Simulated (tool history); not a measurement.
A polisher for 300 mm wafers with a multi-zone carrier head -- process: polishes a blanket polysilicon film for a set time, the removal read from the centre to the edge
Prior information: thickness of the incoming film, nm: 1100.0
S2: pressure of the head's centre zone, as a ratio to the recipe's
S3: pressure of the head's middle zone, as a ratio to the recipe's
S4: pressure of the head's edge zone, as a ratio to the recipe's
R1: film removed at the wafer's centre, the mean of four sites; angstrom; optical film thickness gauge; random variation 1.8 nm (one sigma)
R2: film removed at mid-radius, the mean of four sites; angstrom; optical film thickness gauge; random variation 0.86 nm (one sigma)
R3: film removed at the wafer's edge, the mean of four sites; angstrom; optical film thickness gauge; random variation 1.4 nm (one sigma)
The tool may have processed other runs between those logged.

run 1 hour=0 | flow_of_slurry_(ml/min)=270 S2=1 S3=1 S4=1 polishing_time_(s)=36 | R1=1417.7 R2=1440.1 R3=1407.3
run 2 hour=5.2 | flow_of_slurry_(ml/min)=270 S2=1 S3=1 S4=1.08 polishing_time_(s)=36 | R1=1423.9 R2=1426.1 R3=1434.6
run 3 hour=11.2 | flow_of_slurry_(ml/min)=270 S2=1 S3=1.08 S4=1.08 polishing_time_(s)=36 | R1=1373.3 R2=1531.1 R3=1411.6
run 4 hour=19.5 | flow_of_slurry_(ml/min)=270 S2=1 S3=1.08 S4=1.08 polishing_time_(s)=42 | R1=1629 R2=1782.1 R3=1716.7
run 5 hour=21.3 | flow_of_slurry_(ml/min)=280 S2=1.02 S3=1.08 S4=1.06 polishing_time_(s)=40 | R1=1581.6 R2=1680.7 R3=1614.5
run 6 hour=29.8 | flow_of_slurry_(ml/min)=270 S2=1.04 S3=1.09 S4=1.03 polishing_time_(s)=38 | R1=1512.5 R2=1623.1 R3=1501.3
run 7 hour=35.7 | flow_of_slurry_(ml/min)=270 S2=1.06 S3=1.09 S4=1 polishing_time_(s)=36 | R1=1511.9 R2=1550.6 R3=1382.3
run 8 hour=43.6 | flow_of_slurry_(ml/min)=265 S2=1.06 S3=1.09 S4=0.98 polishing_time_(s)=35 | R1=1437.4 R2=1503.2 R3=1332.1

Run 9, settings as shown, results not yet in. Your forecast:
run 9 hour=51.5 | flow_of_slurry_(ml/min)=265 S2=1.07 S3=1.09 S4=0.96 polishing_time_(s)=34 | R1=? R2=? R3=?

{"run 9": {"R1": 1402.9, "R2": 1455.3, "R3": 1287}}
